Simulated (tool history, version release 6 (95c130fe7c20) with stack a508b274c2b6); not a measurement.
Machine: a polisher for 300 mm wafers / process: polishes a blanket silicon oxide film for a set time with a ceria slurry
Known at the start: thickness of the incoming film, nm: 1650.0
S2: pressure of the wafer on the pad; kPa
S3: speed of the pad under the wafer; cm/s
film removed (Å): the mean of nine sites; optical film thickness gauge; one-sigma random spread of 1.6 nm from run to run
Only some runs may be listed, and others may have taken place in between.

run 1 hour=0.0 | flow_of_slurry_(ml/min)=215 S2=19.3 S3=132 polishing_time_(s)=65 | film_removed_(Å)=3065.3
run 2 hour=4.2 | flow_of_slurry_(ml/min)=250 S2=19.3 S3=132 polishing_time_(s)=65 | film_removed_(Å)=3066.8
run 3 hour=8.4 | flow_of_slurry_(ml/min)=250 S2=16.5 S3=118 polishing_time_(s)=65 | film_removed_(Å)=2433.3
run 4 hour=13.1 | flow_of_slurry_(ml/min)=250 S2=16.5 S3=134 polishing_time_(s)=65 | film_removed_(Å)=2648.5
run 5 hour=19.7 | flow_of_slurry_(ml/min)=250 S2=16.5 S3=148 polishing_time_(s)=65 | film_removed_(Å)=2889.4
run 6 hour=28.0 | flow_of_slurry_(ml/min)=250 S2=14.5 S3=128 polishing_time_(s)=65 | film_removed_(Å)=2316.4
run 7 hour=33.5 | flow_of_slurry_(ml/min)=250 S2=13.1 S3=112 polishing_time_(s)=65 | film_removed_(Å)=1850.2
run 8 hour=42.4 | flow_of_slurry_(ml/min)=250 S2=11.7 S3=104 polishing_time_(s)=65 | film_removed_(Å)=1565.6

Predict the results of run 9:
run 9 hour=44.8 | flow_of_slurry_(ml/min)=250 S2=11.0 S3=100 polishing_time_(s)=65 | film_removed_(Å)=?

{"run 9": {"film removed (Å)": 1439.6}}

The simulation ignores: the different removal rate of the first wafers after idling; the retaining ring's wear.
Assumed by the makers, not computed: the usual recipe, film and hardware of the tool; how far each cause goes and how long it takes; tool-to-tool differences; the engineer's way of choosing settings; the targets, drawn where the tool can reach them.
